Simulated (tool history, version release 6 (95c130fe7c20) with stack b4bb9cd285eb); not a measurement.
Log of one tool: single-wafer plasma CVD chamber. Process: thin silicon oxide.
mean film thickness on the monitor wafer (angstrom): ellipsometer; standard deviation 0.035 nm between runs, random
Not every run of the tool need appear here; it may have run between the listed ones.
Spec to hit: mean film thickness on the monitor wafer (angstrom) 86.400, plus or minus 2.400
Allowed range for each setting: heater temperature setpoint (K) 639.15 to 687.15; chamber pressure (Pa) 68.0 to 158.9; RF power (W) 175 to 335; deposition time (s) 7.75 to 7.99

| run | hour | heater temperature setpoint (K) | chamber pressure (Pa) | RF power (W) | deposition time (s) | mean film thickness on the monitor wafer (angstrom) |
|---|---|---|---|---|---|---|
| 1 | 0.0 | 663.15 | 113.5 | 255 | 7.75 | 141.440 |
| 2 | 7.4 | 664.15 | 99.6 | 230 | 7.75 | 118.420 |
| 3 | 12.2 | 669.15 | 99.6 | 230 | 7.75 | 118.610 |
| 4 | 17.2 | 669.15 | 90.0 | 225 | 7.75 | 105.480 |
|  | 19.3 | RF generator calibrated |
| 5 | 19.3 | 669.15 | 108.7 | 225 | 7.75 | 131.890 |
| 6 | 25.7 | 669.15 | 108.7 | 260 | 7.75 | 140.060 |
| 7 | 28.2 | 667.15 | 96.3 | 255 | 7.75 | 123.130 |
| 8 | 30.6 | 666.15 | 87.6 | 245 | 7.75 | 108.590 |
| 9 | 37.1 | 666.15 | 81.6 | 240 | 7.75 | 99.716 |
| 10 | 41.0 | 666.15 | 77.7 | 240 | 7.75 | 93.016 |
| 11 | 50.0 | 666.15 | 76.0 | 240 | 7.75 | 91.536 |

Which of these 4 next moves meets every target?
| A | 59.0 | 655.15 | 68.0 | 250 | 7.81 | ? |
| B | 59.0 | 669.15 | 82.1 | 240 | 7.83 | ? |
| C | 59.0 | 659.15 | 78.5 | 260 | 7.99 | ? |
| D | 59.0 | 650.15 | 70.9 | 240 | 7.91 | ? |

| move | mean film thickness on the monitor wafer (angstrom) |
|---|---|
| A | 81.824 |
| B | 100.660 |
| C | 101.170 |
| D | 86.277 |
A: moves the result that the last run missed by most past its target, out the other side
B: further off than the last run
C: further off than the last run
D: hits every target within its allowed miss
Move D is the one to make.
